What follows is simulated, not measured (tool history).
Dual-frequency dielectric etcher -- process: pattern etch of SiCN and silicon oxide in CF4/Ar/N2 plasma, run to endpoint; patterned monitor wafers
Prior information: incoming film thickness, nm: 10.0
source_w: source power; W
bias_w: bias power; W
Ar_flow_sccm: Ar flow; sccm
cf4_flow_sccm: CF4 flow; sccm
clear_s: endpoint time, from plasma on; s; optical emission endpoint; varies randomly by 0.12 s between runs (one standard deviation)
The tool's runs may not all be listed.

run,day,source_w,bias_w,Ar_flow_sccm,cf4_flow_sccm,clear_s
1,0.000,500,62,132,77,11.2390
2,0.083,570,62,132,77,9.7510
3,0.388,570,62,132,90,9.3808
4,0.425,520,61,133,90,10.3850
5,0.775,480,60,134,90,11.6230
6,1.067,460,60,134,90,12.0400

Estimate the outcome of run 7 from the log above:
7,1.092,460,60,134,90,?

clear_s: 11.9600 s
